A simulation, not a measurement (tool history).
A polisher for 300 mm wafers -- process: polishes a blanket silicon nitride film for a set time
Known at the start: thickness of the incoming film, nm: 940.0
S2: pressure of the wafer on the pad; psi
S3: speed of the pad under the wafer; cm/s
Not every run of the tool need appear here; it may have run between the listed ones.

run 1 hour=0.0 | flow_of_slurry_(ml/min)=135 S2=3.2 S3=92 polishing_time_(s)=50 | film_removed_(angstrom)=644.25
run 2 hour=7.7 | flow_of_slurry_(ml/min)=135 S2=3.3 S3=92 polishing_time_(s)=50 | film_removed_(angstrom)=659.11
run 3 hour=8.8 | flow_of_slurry_(ml/min)=135 S2=3.3 S3=84 polishing_time_(s)=50 | film_removed_(angstrom)=610.27
run 4 hour=15.5 | flow_of_slurry_(ml/min)=145 S2=3.3 S3=84 polishing_time_(s)=50 | film_removed_(angstrom)=620.45
run 5 hour=23.8 | flow_of_slurry_(ml/min)=145 S2=3.3 S3=84 polishing_time_(s)=50 | film_removed_(angstrom)=630.06
run 6 hour=29.3 | flow_of_slurry_(ml/min)=175 S2=3.3 S3=84 polishing_time_(s)=50 | film_removed_(angstrom)=638.27
run 7 hour=31.4 | flow_of_slurry_(ml/min)=175 S2=3.4 S3=84 polishing_time_(s)=50 | film_removed_(angstrom)=647.71
run 8 hour=38.2 | flow_of_slurry_(ml/min)=175 S2=3.5 S3=84 polishing_time_(s)=50 | film_removed_(angstrom)=667.40

Run 9 is up next; what results do you expect?
run 9 hour=44.0 | flow_of_slurry_(ml/min)=175 S2=3.6 S3=84 polishing_time_(s)=50 | film_removed_(angstrom)=?

{"run 9": {"film removed (angstrom)": 675.08}}
